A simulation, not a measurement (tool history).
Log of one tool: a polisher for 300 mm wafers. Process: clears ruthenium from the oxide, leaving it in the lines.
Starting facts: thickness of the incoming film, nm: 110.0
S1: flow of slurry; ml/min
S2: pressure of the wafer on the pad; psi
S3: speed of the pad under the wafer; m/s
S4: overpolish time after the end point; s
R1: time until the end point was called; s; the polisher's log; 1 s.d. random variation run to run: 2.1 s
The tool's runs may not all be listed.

run,hour,S1,S2,S3,S4,R1
1,0,245,2,0.82,13,151.33
2,5.2,205,2,0.82,13,154.48
3,7.5,205,2.1,0.82,13,146.6
4,11.2,205,2.2,0.82,13,146.57
5,13,205,2.2,0.82,13,149.35
6,20.4,205,2.3,0.84,13,133.72

Run 7 has not been measured yet. What should we expect?
7,26.8,205,2.4,0.84,13,?

Run 7 came out at R1 130.05 s.

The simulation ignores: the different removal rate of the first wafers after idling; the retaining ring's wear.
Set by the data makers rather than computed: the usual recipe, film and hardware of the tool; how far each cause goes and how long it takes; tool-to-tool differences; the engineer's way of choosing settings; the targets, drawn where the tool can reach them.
